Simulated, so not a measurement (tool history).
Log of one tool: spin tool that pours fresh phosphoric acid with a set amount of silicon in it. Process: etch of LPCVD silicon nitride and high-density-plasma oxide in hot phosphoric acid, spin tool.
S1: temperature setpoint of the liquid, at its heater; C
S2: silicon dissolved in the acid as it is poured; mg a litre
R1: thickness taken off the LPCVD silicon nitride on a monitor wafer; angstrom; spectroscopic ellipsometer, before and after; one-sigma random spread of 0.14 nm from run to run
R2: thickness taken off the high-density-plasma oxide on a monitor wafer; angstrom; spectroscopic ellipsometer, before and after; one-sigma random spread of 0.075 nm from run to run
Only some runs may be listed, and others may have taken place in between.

Run 1, hour 0: S1 159 C, S2 9.5 mg a litre, time under the liquid (s) 175. Result: R1 148.89 angstrom, R2 7.4646 angstrom.
Run 2, hour 3.1: S1 160 C, S2 9 mg a litre, time under the liquid (s) 200. Result: R1 177.18 angstrom, R2 8.7897 angstrom.
Run 3, hour 4: S1 161 C, S2 6.5 mg a litre, time under the liquid (s) 215. Result: R1 197.98 angstrom, R2 11.051 angstrom.
Run 4, hour 5.7: S1 161 C, S2 8.5 mg a litre, time under the liquid (s) 215. Result: R1 196.97 angstrom, R2 11.27 angstrom.
Run 5, hour 12: S1 161.5 C, S2 8.5 mg a litre, time under the liquid (s) 230. Result: R1 215.11 angstrom, R2 11.235 angstrom.
Run 6, hour 12.9: S1 161.5 C, S2 8.5 mg a litre, time under the liquid (s) 200. Result: R1 186.4 angstrom, R2 10.9 angstrom.
Run 7, hour 20.1: S1 162 C, S2 8 mg a litre, time under the liquid (s) 220. Result: R1 208.43 angstrom, R2 12.144 angstrom.
Run 8, hour 28.1: S1 162.5 C, S2 7.5 mg a litre, time under the liquid (s) 235. Result: R1 228.4 angstrom, R2 13.58 angstrom.

Predict the results of run 9:
Run 9, hour 36.3: S1 163 C, S2 7.5 mg a litre, time under the liquid (s) 245. Result: R1 ?, R2 ?.

{"run 9": {"R1": 241.16, "R2": 15.01}}
